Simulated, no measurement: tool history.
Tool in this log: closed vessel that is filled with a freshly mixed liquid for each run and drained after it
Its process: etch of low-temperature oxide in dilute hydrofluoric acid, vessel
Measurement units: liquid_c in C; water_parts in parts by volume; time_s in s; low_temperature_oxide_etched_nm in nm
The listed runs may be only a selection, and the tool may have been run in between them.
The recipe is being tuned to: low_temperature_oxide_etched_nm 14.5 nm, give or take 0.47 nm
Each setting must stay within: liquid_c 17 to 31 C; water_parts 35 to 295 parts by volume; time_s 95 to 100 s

run,hour,liquid_c,water_parts,time_s,low_temperature_oxide_etched_nm
1,0,23,165,95,17.619
2,0.8,23,165,100,18.72
3,8.8,21.5,165,100,17.536
4,16.7,20.5,165,100,16.847
5,20.1,19.5,165,100,16.239
6,21.8,19,165,100,16.023
7,26.9,18.5,165,100,15.748
8,29.2,18,165,100,15.503

Which of these 5 next moves meets every target?
A,31.5,19,180,100,?
B,31.5,19,165,100,?
C,31.5,17.5,160,100,?
D,31.5,18.5,150,95,?
E,31.5,18,145,95,?

move,low_temperature_oxide_etched_nm
A,14.323
B,15.875
C,15.502
D,16.526
E,16.846
A: all results land within tolerance of their targets
B: further off than the last run
C: neither nearer nor further off than the last run
D: further off than the last run
E: further off than the last run
A meets every target.

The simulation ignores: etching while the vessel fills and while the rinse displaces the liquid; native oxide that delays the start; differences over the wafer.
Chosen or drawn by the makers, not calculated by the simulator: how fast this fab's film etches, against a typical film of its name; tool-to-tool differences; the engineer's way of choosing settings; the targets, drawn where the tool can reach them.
